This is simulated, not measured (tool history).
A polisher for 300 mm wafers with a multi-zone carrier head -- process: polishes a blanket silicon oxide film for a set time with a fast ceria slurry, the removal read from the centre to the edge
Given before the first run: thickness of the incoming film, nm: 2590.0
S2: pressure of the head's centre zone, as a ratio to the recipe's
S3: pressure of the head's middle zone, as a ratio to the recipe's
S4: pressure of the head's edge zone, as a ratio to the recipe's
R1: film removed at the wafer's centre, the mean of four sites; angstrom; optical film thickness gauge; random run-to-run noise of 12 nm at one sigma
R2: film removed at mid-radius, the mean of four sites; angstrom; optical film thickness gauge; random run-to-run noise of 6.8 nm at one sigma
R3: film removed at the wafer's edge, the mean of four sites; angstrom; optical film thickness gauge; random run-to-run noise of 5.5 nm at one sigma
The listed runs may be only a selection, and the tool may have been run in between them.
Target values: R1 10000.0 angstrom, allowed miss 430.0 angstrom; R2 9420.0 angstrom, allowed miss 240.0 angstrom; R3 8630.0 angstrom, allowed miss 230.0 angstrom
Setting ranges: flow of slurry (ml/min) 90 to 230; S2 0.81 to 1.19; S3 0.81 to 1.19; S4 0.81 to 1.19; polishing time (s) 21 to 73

run 1 hour=0.0 | flow_of_slurry_(ml/min)=150 S2=1.00 S3=1.00 S4=1.00 polishing_time_(s)=47 | R1=7710.3 R2=7549.1 R3=7768.1
run 2 hour=2.2 | flow_of_slurry_(ml/min)=150 S2=1.07 S3=1.00 S4=1.00 polishing_time_(s)=47 | R1=8191.3 R2=7479.2 R3=7761.2
run 3 hour=3.7 | flow_of_slurry_(ml/min)=150 S2=1.07 S3=1.00 S4=1.00 polishing_time_(s)=54 | R1=9598.9 R2=8603.0 R3=8913.0
run 4 hour=11.1 | flow_of_slurry_(ml/min)=150 S2=1.03 S3=1.00 S4=1.00 polishing_time_(s)=54 | R1=8997.0 R2=8681.0 R3=9002.4
run 5 hour=18.8 | flow_of_slurry_(ml/min)=150 S2=1.03 S3=1.04 S4=1.00 polishing_time_(s)=54 | R1=9202.8 R2=8827.0 R3=8763.8
run 6 hour=22.4 | flow_of_slurry_(ml/min)=150 S2=1.03 S3=1.04 S4=1.00 polishing_time_(s)=43 | R1=7037.1 R2=6961.7 R3=7079.2
run 7 hour=25.5 | flow_of_slurry_(ml/min)=160 S2=1.05 S3=1.06 S4=1.00 polishing_time_(s)=45 | R1=7798.9 R2=7552.3 R3=7413.3
run 8 hour=31.4 | flow_of_slurry_(ml/min)=170 S2=1.06 S3=1.08 S4=1.02 polishing_time_(s)=46 | R1=8228.6 R2=7731.8 R3=7808.4
run 9 hour=32.4 | flow_of_slurry_(ml/min)=175 S2=1.06 S3=1.10 S4=1.01 polishing_time_(s)=47 | R1=8410.1 R2=8183.6 R3=7807.0
run 10 hour=36.4 | flow_of_slurry_(ml/min)=175 S2=1.06 S3=1.10 S4=1.01 polishing_time_(s)=47 | R1=8352.7 R2=8129.9 R3=7947.2
run 11 hour=39.5 | flow_of_slurry_(ml/min)=180 S2=1.07 S3=1.11 S4=1.01 polishing_time_(s)=47 | R1=8648.4 R2=8237.3 R3=7949.1
run 12 hour=48.1 | flow_of_slurry_(ml/min)=220 S2=1.11 S3=1.19 S4=1.09 polishing_time_(s)=48 | R1=9548.3 R2=9188.6 R3=8606.8
run 13 hour=56.7 | flow_of_slurry_(ml/min)=220 S2=1.11 S3=1.19 S4=1.08 polishing_time_(s)=48 | R1=9343.4 R2=9047.6 R3=8620.4
run 14 hour=65.7 | flow_of_slurry_(ml/min)=230 S2=1.15 S3=1.19 S4=0.98 polishing_time_(s)=51 | R1=10163.0 R2=9659.6 R3=8700.7

Consider the 4 candidate settings below. Which is the only one whose results all fall within their allowed miss of target?
run A hour=74.7 | flow_of_slurry_(ml/min)=230 S2=1.13 S3=1.13 S4=0.96 polishing_time_(s)=51 | R1=? R2=? R3=?
run B hour=74.7 | flow_of_slurry_(ml/min)=180 S2=1.08 S3=1.19 S4=0.87 polishing_time_(s)=55 | R1=? R2=? R3=?
run C hour=74.7 | flow_of_slurry_(ml/min)=230 S2=1.11 S3=1.18 S4=0.93 polishing_time_(s)=54 | R1=? R2=? R3=?
run D hour=74.7 | flow_of_slurry_(ml/min)=230 S2=1.09 S3=1.19 S4=0.98 polishing_time_(s)=53 | R1=? R2=? R3=?

move=A R1=10076.0 R2=9309.1 R3=8657.1
move=B R1=9985.8 R2=10013.0 R3=8687.1
move=C R1=10481.0 R2=10127.0 R3=9026.5
move=D R1=10101.0 R2=9992.4 R3=9080.3
A: meets every target
B: its largest miss is bigger than the last run's
C: its largest miss is bigger than the last run's
D: its largest miss is bigger than the last run's
The move that meets every target is A.

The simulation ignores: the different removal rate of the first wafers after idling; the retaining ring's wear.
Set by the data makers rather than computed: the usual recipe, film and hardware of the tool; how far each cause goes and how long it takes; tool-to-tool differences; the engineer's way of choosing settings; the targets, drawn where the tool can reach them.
